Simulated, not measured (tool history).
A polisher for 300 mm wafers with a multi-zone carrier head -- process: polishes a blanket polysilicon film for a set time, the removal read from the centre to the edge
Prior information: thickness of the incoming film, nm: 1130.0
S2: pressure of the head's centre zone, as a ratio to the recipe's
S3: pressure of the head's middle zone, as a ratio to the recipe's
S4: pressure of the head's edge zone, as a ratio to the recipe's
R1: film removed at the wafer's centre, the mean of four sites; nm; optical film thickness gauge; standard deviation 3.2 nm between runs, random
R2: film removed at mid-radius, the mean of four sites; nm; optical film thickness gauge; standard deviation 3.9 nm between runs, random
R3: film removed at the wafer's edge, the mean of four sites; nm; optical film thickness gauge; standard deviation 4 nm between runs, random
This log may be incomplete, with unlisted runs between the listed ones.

Run 1, day 0.000: flow of slurry (ml/min) 210, S2 1.00, S3 1.00, S4 1.00, polishing time (s) 39. Result: R1 425.53 nm, R2 430.09 nm, R3 432.84 nm.
Run 2, day 0.258: flow of slurry (ml/min) 215, S2 1.01, S3 1.00, S4 0.96, polishing time (s) 36. Result: R1 397.22 nm, R2 397.55 nm, R3 393.11 nm.
Run 3, day 0.296: flow of slurry (ml/min) 215, S2 1.01, S3 0.97, S4 0.96, polishing time (s) 36. Result: R1 411.60 nm, R2 389.78 nm, R3 395.32 nm.
Run 4, day 0.429: flow of slurry (ml/min) 215, S2 0.93, S3 0.97, S4 0.96, polishing time (s) 36. Result: R1 362.41 nm, R2 389.39 nm, R3 389.09 nm.
Run 5, day 0.762: flow of slurry (ml/min) 220, S2 0.95, S3 0.97, S4 0.92, polishing time (s) 34. Result: R1 354.93 nm, R2 365.10 nm, R3 364.21 nm.
Run 6, day 1.050: flow of slurry (ml/min) 220, S2 0.90, S3 0.97, S4 0.92, polishing time (s) 34. Result: R1 342.42 nm, R2 373.72 nm, R3 372.26 nm.
Run 7, day 1.183: flow of slurry (ml/min) 215, S2 0.93, S3 0.98, S4 0.89, polishing time (s) 32. Result: R1 327.67 nm, R2 354.28 nm, R3 343.14 nm.

Run 8, settings as shown, results not yet in. Your forecast:
Run 8, day 1.317: flow of slurry (ml/min) 195, S2 1.03, S3 0.97, S4 0.81, polishing time (s) 28. Result: R1 ?, R2 ?, R3 ?.

R1: 315.15 nm
R2: 299.83 nm
R3: 279.65 nm
